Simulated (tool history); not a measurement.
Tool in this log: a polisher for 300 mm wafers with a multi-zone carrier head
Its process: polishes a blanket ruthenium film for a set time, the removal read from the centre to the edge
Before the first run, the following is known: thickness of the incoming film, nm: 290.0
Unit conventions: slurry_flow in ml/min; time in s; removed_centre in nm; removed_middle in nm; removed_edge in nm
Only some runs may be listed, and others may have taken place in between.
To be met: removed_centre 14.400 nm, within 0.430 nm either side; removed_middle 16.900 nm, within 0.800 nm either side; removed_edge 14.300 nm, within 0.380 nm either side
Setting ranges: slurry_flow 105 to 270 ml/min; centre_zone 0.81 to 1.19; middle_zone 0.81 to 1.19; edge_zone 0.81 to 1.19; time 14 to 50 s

run	day	slurry_flow	centre_zone	middle_zone	edge_zone	time	removed_centre	removed_middle	removed_edge
1	0.000	175	1.00	1.00	1.00	32	23.237	23.464	24.271
2	0.208	175	1.00	0.95	1.00	32	23.068	23.256	24.250
3	0.242	175	0.99	0.99	0.97	30	21.258	22.040	22.583
4	0.317	175	0.99	0.99	0.97	33	23.020	23.949	24.826
5	0.558	195	0.99	0.99	0.97	33	24.460	24.690	25.350
6	0.821	215	0.99	0.99	0.97	33	24.546	25.888	25.765
7	1.146	215	0.99	1.02	0.95	31	23.132	24.742	23.594
8	1.258	165	0.91	1.08	0.85	22	14.188	17.695	15.697
# day 1.629: slurry nozzle cleaned
9	1.629	165	0.92	1.08	0.84	22	15.537	18.600	16.507
10	1.904	165	0.92	1.08	0.84	21	15.121	17.833	15.403
11	2.108	160	0.92	1.08	0.84	21	14.943	17.167	15.675
12	2.175	180	0.94	1.12	0.81	18	13.024	16.075	13.344
13	2.496	180	0.95	1.12	0.81	18	13.200	16.195	13.301

Which of these 4 next moves meets every target?
A	2.817	180	0.97	1.11	0.82	19	?	?	?
B	2.817	165	0.82	1.11	0.92	19	?	?	?
C	2.817	155	1.04	0.97	0.81	19	?	?	?
D	2.817	165	0.82	1.07	0.96	19	?	?	?

move	removed_centre	removed_middle	removed_edge
A	14.247	16.383	14.062
B	11.869	16.204	14.497
C	14.921	14.311	13.825
D	11.866	15.703	14.726
A: meets every target
B: lands further from the targets than the last run did
C: pushes the last run's worst result past its target
D: lands further from the targets than the last run did
A is the move that brings every result within its allowed miss.
